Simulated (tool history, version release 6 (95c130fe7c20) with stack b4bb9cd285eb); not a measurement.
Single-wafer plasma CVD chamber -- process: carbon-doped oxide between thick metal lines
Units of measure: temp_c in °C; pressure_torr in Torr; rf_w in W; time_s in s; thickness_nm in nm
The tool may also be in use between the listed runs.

{"run": 1, "hour": 0.0, "temp_c": 370, "pressure_torr": 5.98, "rf_w": 475, "time_s": 105.9, "thickness_nm": 530.64}
{"run": 2, "hour": 1.8, "temp_c": 370, "pressure_torr": 5.08, "rf_w": 475, "time_s": 105.9, "thickness_nm": 521.28}
{"run": 3, "hour": 10.6, "temp_c": 370, "pressure_torr": 5.08, "rf_w": 445, "time_s": 105.9, "thickness_nm": 504.96}
{"run": 4, "hour": 14.8, "temp_c": 370, "pressure_torr": 5.08, "rf_w": 445, "time_s": 105.9, "thickness_nm": 505.48}
{"hour": 23.6, "done": "thermocouple changed; heater temperature recalibrated"}
{"run": 5, "hour": 23.6, "temp_c": 370, "pressure_torr": 5.08, "rf_w": 490, "time_s": 105.9, "thickness_nm": 520.1}
{"run": 6, "hour": 25.6, "temp_c": 368, "pressure_torr": 5.54, "rf_w": 500, "time_s": 106, "thickness_nm": 537.98}
{"run": 7, "hour": 26.4, "temp_c": 367, "pressure_torr": 5.85, "rf_w": 510, "time_s": 106.1, "thickness_nm": 547.31}
{"run": 8, "hour": 33.3, "temp_c": 367, "pressure_torr": 6.08, "rf_w": 515, "time_s": 106.1, "thickness_nm": 550.61}
{"run": 9, "hour": 35.7, "temp_c": 367, "pressure_torr": 6.26, "rf_w": 520, "time_s": 106.2, "thickness_nm": 554.8}

Run 10 has not been measured yet. What should we expect?
{"run": 10, "hour": 37.0, "temp_c": 367, "pressure_torr": 6.4, "rf_w": 525, "time_s": 106.2, "thickness_nm": "?"}

{"run 10": {"thickness_nm": 556.38}}

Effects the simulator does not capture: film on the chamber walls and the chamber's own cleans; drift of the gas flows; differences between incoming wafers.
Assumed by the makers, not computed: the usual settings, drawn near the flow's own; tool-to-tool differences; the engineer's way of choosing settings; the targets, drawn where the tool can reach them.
